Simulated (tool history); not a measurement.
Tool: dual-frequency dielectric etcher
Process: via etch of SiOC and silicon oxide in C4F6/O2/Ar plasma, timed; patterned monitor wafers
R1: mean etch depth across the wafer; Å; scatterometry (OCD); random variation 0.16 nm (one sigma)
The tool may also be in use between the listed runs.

run 1 hour=0 | source_power_(kW)=0.45 bias_power_(kW)=0.122 etch_time_(s)=61.5 | R1=699.71
run 2 hour=1.7 | source_power_(kW)=0.45 bias_power_(kW)=0.122 etch_time_(s)=61.5 | R1=698.43
run 3 hour=2.8 | source_power_(kW)=0.45 bias_power_(kW)=0.122 etch_time_(s)=61.5 | R1=703.39
run 4 hour=3.5 | source_power_(kW)=0.41 bias_power_(kW)=0.11 etch_time_(s)=60.5 | R1=630.06
run 5 hour=12.1 | source_power_(kW)=0.41 bias_power_(kW)=0.098 etch_time_(s)=60.5 | R1=599.2
run 6 hour=19.6 | source_power_(kW)=0.41 bias_power_(kW)=0.108 etch_time_(s)=60.5 | R1=628.06
run 7 hour=22.9 | source_power_(kW)=0.38 bias_power_(kW)=0.101 etch_time_(s)=60.5 | R1=580.9
run 8 hour=29.7 | source_power_(kW)=0.35 bias_power_(kW)=0.1 etch_time_(s)=60.5 | R1=552.7
run 9 hour=35.4 | source_power_(kW)=0.33 bias_power_(kW)=0.1 etch_time_(s)=60.5 | R1=531.97
run 10 hour=37.4 | source_power_(kW)=0.32 bias_power_(kW)=0.1 etch_time_(s)=60.5 | R1=525.93

For run 11, what comes out?
run 11 hour=46.5 | source_power_(kW)=0.31 bias_power_(kW)=0.1 etch_time_(s)=60.5 | R1=?

Run 11 produced R1 516.23 Å.
